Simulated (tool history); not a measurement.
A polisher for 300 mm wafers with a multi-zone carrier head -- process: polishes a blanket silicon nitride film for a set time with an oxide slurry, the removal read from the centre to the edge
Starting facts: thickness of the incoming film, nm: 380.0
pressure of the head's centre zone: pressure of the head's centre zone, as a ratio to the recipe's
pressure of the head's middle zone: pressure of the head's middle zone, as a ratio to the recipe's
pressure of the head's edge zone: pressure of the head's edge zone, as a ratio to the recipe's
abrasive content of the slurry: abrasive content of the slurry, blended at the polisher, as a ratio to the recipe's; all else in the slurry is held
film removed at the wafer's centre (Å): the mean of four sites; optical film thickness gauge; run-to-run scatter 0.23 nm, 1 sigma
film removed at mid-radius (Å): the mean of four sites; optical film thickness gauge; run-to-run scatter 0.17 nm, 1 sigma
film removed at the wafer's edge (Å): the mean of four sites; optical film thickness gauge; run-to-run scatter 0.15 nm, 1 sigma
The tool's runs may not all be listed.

run,hour,flow of slurry (ml/min),pressure of the head's centre zone,pressure of the head's middle zone,pressure of the head's edge zone,abrasive content of the slurry,polishing time (s),film removed at the wafer's centre (Å),film removed at mid-radius (Å),film removed at the wafer's edge (Å)
1,0.0,175,1.00,1.00,1.00,1.00,32,304.13,310.58,299.27
2,6.0,175,0.94,1.00,1.00,1.00,32,276.82,310.44,298.85
3,10.6,170,0.95,0.98,0.98,0.90,30,263.57,275.48,266.78
4,17.8,170,0.95,0.98,0.90,0.90,30,261.23,271.50,256.51
5,20.3,165,0.94,0.96,0.89,0.85,28,227.52,243.13,230.23
6,24.2,160,0.95,0.94,0.88,0.80,27,224.74,219.63,210.96
7,26.3,155,0.94,0.92,0.87,0.75,27,202.79,208.69,206.05
8,33.4,155,0.95,0.91,0.86,0.70,26,194.90,193.00,191.05
9,34.5,140,0.94,0.86,0.81,0.50,24,145.79,141.64,140.54
10,39.6,150,0.94,0.86,0.82,0.50,24,149.09,141.68,145.55
11,44.9,195,0.99,0.93,0.83,0.55,24,175.77,167.85,160.72
12,47.6,195,0.99,0.93,0.83,0.55,24,169.23,164.62,162.79
13,53.7,190,0.99,0.92,0.83,0.55,24,175.46,162.11,159.22
14,59.5,190,0.99,0.92,0.83,0.55,24,175.51,164.38,159.70
15,60.7,185,0.99,0.91,0.83,0.55,24,172.06,162.44,156.93

Run 16, settings as shown, results not yet in. Your forecast:
16,67.1,185,0.99,0.90,0.83,0.55,24,?,?,?

{"run 16": {"film removed at the wafer's centre (Å)": 171.11, "film removed at mid-radius (Å)": 163.35, "film removed at the wafer's edge (Å)": 157.84}}

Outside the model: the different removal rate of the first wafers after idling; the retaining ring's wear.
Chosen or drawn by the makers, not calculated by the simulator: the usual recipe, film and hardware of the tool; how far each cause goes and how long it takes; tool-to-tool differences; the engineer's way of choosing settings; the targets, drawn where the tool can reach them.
